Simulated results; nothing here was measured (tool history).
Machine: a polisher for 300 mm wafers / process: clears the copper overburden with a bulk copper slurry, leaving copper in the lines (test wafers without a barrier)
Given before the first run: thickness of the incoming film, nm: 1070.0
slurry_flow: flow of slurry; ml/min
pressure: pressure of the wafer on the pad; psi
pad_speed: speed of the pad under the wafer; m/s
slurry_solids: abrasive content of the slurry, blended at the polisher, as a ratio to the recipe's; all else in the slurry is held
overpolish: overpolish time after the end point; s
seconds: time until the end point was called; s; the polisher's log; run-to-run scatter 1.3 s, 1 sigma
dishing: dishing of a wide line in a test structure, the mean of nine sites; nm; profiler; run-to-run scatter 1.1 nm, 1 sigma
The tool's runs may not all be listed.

| run | day | slurry_flow | pressure | pad_speed | slurry_solids | overpolish | seconds | dishing |
|---|---|---|---|---|---|---|---|---|
| 1 | 0 | 305 | 3.2 | 1.1 | 1 | 24 | 78.013 | 137.02 |
| 2 | 0.338 | 260 | 3.2 | 1.1 | 1 | 24 | 75.746 | 132.27 |
| 3 | 0.608 | 260 | 3.2 | 1.24 | 1 | 24 | 68.025 | 138.87 |
| 4 | 0.75 | 245 | 2.8 | 1.22 | 0.95 | 20 | 80.398 | 116.08 |
| 5 | 1.125 | 245 | 2.8 | 1.22 | 0.95 | 29 | 80.972 | 144.74 |
| 6 | 1.4 | 245 | 2.4 | 1.22 | 0.95 | 29 | 93.338 | 125.2 |
| 7 | 1.708 | 230 | 2.2 | 1.18 | 1.05 | 24 | 100.61 | 108.21 |
| 8 | 1.996 | 185 | 1.4 | 1.02 | 1.3 | 13 | 170.24 | 49.876 |
| 9 | 2.179 | 185 | 1.8 | 1.24 | 1.5 | 7 | 112.72 | 44.557 |
| 10 | 2.479 | 185 | 1.7 | 1.24 | 1.5 | 8 | 116.83 | 50.124 |
| 11 | 2.779 | 185 | 1.6 | 1.24 | 1.5 | 7 | 122.83 | 40.132 |
| 12 | 2.921 | 185 | 1.5 | 1.2 | 1.5 | 14 | 134.89 | 62.777 |
| 13 | 3.062 | 185 | 1.5 | 1.2 | 1.5 | 13 | 133.21 | 62.284 |
| 14 | 3.375 | 185 | 1.5 | 1.2 | 1.45 | 12 | 134.87 | 57.544 |
| 15 | 3.658 | 190 | 1.5 | 1.2 | 1.45 | 11 | 135.84 | 56.247 |
| 16 | 3.75 | 190 | 1.5 | 1.2 | 1.45 | 10 | 132.97 | 50.056 |

Predict the results of run 17:
| 17 | 3.817 | 195 | 1.5 | 1.2 | 1.45 | 9 | ? | ? |

seconds: 133.45 s
dishing: 45.25 nm
